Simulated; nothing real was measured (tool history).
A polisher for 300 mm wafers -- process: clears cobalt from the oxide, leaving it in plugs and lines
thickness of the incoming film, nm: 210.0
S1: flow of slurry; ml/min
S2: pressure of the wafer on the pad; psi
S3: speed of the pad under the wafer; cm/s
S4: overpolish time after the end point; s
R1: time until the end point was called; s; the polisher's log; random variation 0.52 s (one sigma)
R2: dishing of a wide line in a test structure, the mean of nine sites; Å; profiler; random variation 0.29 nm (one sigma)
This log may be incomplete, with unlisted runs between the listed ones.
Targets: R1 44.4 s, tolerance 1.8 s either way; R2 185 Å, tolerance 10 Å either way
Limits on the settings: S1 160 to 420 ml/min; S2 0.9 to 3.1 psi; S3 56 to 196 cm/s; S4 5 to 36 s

{"run": 1, "hour": 0.0, "S1": 270, "S2": 2, "S3": 126, "S4": 18, "R1": 35.784, "R2": 506.76}
{"run": 2, "hour": 6.6, "S1": 315, "S2": 2, "S3": 126, "S4": 18, "R1": 35.471, "R2": 512.39}
{"run": 3, "hour": 7.7, "S1": 275, "S2": 1.8, "S3": 126, "S4": 15, "R1": 40.197, "R2": 435.95}
{"run": 4, "hour": 9.0, "S1": 275, "S2": 2, "S3": 126, "S4": 15, "R1": 36.41, "R2": 456.76}
{"run": 5, "hour": 11.3, "S1": 245, "S2": 1.7, "S3": 136, "S4": 12, "R1": 41.245, "R2": 393.72}
{"run": 6, "hour": 13.9, "S1": 245, "S2": 1.7, "S3": 136, "S4": 9, "R1": 40.64, "R2": 319.43}
{"run": 7, "hour": 18.1, "S1": 290, "S2": 1.6, "S3": 138, "S4": 8, "R1": 40.949, "R2": 285.6}
{"run": 8, "hour": 20.4, "S1": 325, "S2": 1.5, "S3": 140, "S4": 7, "R1": 41.398, "R2": 248.53}
{"run": 9, "hour": 24.9, "S1": 400, "S2": 1.2, "S3": 142, "S4": 5, "R1": 49.999, "R2": 168.88}

Exercise: of the 5 proposed moves below, exactly one satisfies all targets within the stated allowed misses. Which move is it?
{"run": "A", "hour": 29.4, "S1": 420, "S2": 1.4, "S3": 152, "S4": 5, "R1": "?", "R2": "?"}
{"run": "B", "hour": 29.4, "S1": 360, "S2": 1.1, "S3": 160, "S4": 5, "R1": "?", "R2": "?"}
{"run": "C", "hour": 29.4, "S1": 420, "S2": 1.1, "S3": 154, "S4": 5, "R1": "?", "R2": "?"}
{"run": "D", "hour": 29.4, "S1": 360, "S2": 1, "S3": 172, "S4": 5, "R1": "?", "R2": "?"}
{"run": "E", "hour": 29.4, "S1": 420, "S2": 1.6, "S3": 120, "S4": 5, "R1": "?", "R2": "?"}

move=A R1=41.75 R2=194.38
move=B R1=50.964 R2=164.4
move=C R1=51.897 R2=161.87
move=D R1=52.126 R2=161.26
move=E R1=45.632 R2=180.53
A: takes the biggest miss from the last run beyond its target
B: further off than the last run
C: further off than the last run
D: further off than the last run
E: in spec on every target
The right move is E.
